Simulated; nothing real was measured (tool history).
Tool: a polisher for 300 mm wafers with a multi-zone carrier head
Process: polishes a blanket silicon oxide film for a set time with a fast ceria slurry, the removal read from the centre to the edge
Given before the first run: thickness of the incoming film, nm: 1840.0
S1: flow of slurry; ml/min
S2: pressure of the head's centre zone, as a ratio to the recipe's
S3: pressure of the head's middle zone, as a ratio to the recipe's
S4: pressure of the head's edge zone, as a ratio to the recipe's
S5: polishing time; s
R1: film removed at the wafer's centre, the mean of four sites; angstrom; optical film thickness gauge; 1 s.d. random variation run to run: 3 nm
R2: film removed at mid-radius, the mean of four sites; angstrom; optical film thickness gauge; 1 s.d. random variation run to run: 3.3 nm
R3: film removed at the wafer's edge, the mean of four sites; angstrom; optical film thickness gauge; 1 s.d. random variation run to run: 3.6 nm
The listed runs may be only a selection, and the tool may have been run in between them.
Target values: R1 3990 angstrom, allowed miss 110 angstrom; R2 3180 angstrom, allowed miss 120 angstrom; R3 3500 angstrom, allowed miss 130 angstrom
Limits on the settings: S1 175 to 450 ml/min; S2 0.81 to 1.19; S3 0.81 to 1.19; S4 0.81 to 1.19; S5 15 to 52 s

run 1 day=0 | S1=290 S2=1 S3=1 S4=1 S5=33 | R1=5621.7 R2=5794.2 R3=5427.6
run 2 day=0.279 | S1=225 S2=1 S3=1 S4=1 S5=33 | R1=5506.8 R2=5667.9 R3=5451.1
run 3 day=0.571 | S1=225 S2=0.92 S3=1 S4=1 S5=33 | R1=5023.1 R2=5524.5 R3=5328.6
run 4 day=0.642 | S1=225 S2=0.95 S3=0.96 S4=0.99 S5=30 | R1=4706.3 R2=4928.9 R3=4880.6
run 5 day=0.675 | S1=225 S2=0.99 S3=0.93 S4=0.98 S5=28 | R1=4500.3 R2=4390.3 R3=4521
run 6 day=1.021 | S1=225 S2=0.99 S3=0.93 S4=0.98 S5=22 | R1=3612.6 R2=3391.4 R3=3600.8
run 7 day=1.054 | S1=230 S2=1.01 S3=0.92 S4=0.97 S5=22 | R1=3672.8 R2=3405.5 R3=3598.7
run 8 day=1.338 | S1=230 S2=1.01 S3=0.92 S4=0.97 S5=22 | R1=3689.8 R2=3486.2 R3=3487

Next run, 5 choices. One meets every target within its allowed miss, the rest don't. Which?
run A day=1.621 | S1=215 S2=0.96 S3=0.91 S4=1.04 S5=21 | R1=? R2=? R3=?
run B day=1.621 | S1=210 S2=0.87 S3=1.09 S4=0.82 S5=23 | R1=? R2=? R3=?
run C day=1.621 | S1=235 S2=1.13 S3=0.86 S4=1 S5=21 | R1=? R2=? R3=?
run D day=1.621 | S1=230 S2=1.01 S3=0.82 S4=1.03 S5=21 | R1=? R2=? R3=?
run E day=1.621 | S1=195 S2=0.97 S3=1.07 S4=0.88 S5=23 | R1=? R2=? R3=?

move=A R1=3307 R2=3326.8 R3=3501.5
move=B R1=3272.5 R2=4233.1 R3=3417.6
move=C R1=3944.2 R2=3207.6 R3=3466.1
move=D R1=3511.4 R2=3078.5 R3=3511.3
move=E R1=3610.3 R2=4121.9 R3=3501.5
A: moves away from the targets compared with the last run
B: moves away from the targets compared with the last run
C: hits every target within its allowed miss
D: moves away from the targets compared with the last run
E: moves away from the targets compared with the last run
The move that meets every target is C.
